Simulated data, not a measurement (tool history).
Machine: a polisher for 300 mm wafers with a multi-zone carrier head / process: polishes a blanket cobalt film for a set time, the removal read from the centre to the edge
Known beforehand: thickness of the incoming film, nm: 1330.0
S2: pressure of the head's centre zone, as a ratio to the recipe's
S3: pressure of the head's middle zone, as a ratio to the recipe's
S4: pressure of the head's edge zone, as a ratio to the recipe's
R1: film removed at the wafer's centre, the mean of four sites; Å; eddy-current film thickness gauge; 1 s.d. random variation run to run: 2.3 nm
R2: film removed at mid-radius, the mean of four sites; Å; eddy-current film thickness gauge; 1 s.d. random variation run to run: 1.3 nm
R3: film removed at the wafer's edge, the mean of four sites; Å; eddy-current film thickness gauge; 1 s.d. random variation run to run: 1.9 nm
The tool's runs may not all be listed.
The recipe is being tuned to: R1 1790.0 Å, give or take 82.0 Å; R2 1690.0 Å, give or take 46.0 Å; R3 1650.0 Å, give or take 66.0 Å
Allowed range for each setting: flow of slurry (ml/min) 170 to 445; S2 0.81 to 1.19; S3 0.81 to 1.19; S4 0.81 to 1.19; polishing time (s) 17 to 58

{"run": 1, "hour": 0.0, "flow of slurry (ml/min)": 285, "S2": 1.0, "S3": 1.0, "S4": 1.0, "polishing time (s)": 37, "R1": 2044.4, "R2": 2029.9, "R3": 2116.5}
{"run": 2, "hour": 3.6, "flow of slurry (ml/min)": 285, "S2": 1.01, "S3": 1.0, "S4": 0.97, "polishing time (s)": 36, "R1": 2011.5, "R2": 1922.5, "R3": 2006.6}
{"run": 3, "hour": 6.5, "flow of slurry (ml/min)": 285, "S2": 1.01, "S3": 1.0, "S4": 1.02, "polishing time (s)": 36, "R1": 2030.4, "R2": 1935.0, "R3": 2029.0}
{"run": 4, "hour": 15.5, "flow of slurry (ml/min)": 285, "S2": 1.09, "S3": 1.0, "S4": 1.02, "polishing time (s)": 36, "R1": 2186.3, "R2": 1938.7, "R3": 2021.7}
{"run": 5, "hour": 21.9, "flow of slurry (ml/min)": 285, "S2": 1.09, "S3": 1.0, "S4": 1.07, "polishing time (s)": 36, "R1": 2140.7, "R2": 1960.1, "R3": 2116.5}
{"run": 6, "hour": 29.1, "flow of slurry (ml/min)": 285, "S2": 1.09, "S3": 1.08, "S4": 1.07, "polishing time (s)": 36, "R1": 2172.5, "R2": 2078.2, "R3": 2123.0}
{"run": 7, "hour": 32.4, "flow of slurry (ml/min)": 285, "S2": 1.07, "S3": 1.06, "S4": 1.03, "polishing time (s)": 35, "R1": 2073.4, "R2": 2016.2, "R3": 2023.0}
{"run": 8, "hour": 41.3, "flow of slurry (ml/min)": 270, "S2": 1.04, "S3": 0.96, "S4": 0.93, "polishing time (s)": 30, "R1": 1718.8, "R2": 1557.6, "R3": 1633.7}

Of the 4 settings listed for the next run, only one would bring every result within its allowed miss of target. Which one?
{"run": "A", "hour": 50.2, "flow of slurry (ml/min)": 240, "S2": 0.97, "S3": 0.92, "S4": 0.98, "polishing time (s)": 30, "R1": "?", "R2": "?", "R3": "?"}
{"run": "B", "hour": 50.2, "flow of slurry (ml/min)": 225, "S2": 0.98, "S3": 0.91, "S4": 0.95, "polishing time (s)": 30, "R1": "?", "R2": "?", "R3": "?"}
{"run": "C", "hour": 50.2, "flow of slurry (ml/min)": 245, "S2": 1.03, "S3": 0.83, "S4": 0.97, "polishing time (s)": 32, "R1": "?", "R2": "?", "R3": "?"}
{"run": "D", "hour": 50.2, "flow of slurry (ml/min)": 180, "S2": 1.01, "S3": 0.96, "S4": 0.81, "polishing time (s)": 34, "R1": "?", "R2": "?", "R3": "?"}

move=A R1=1598.4 R2=1490.7 R3=1654.1
move=B R1=1599.3 R2=1466.3 R3=1620.3
move=C R1=1807.5 R2=1472.6 R3=1761.0
move=D R1=1799.5 R2=1678.1 R3=1667.4
A: lands further from the targets than the last run did
B: lands further from the targets than the last run did
C: lands further from the targets than the last run did
D: all results land within tolerance of their targets
The move that meets every target is D.
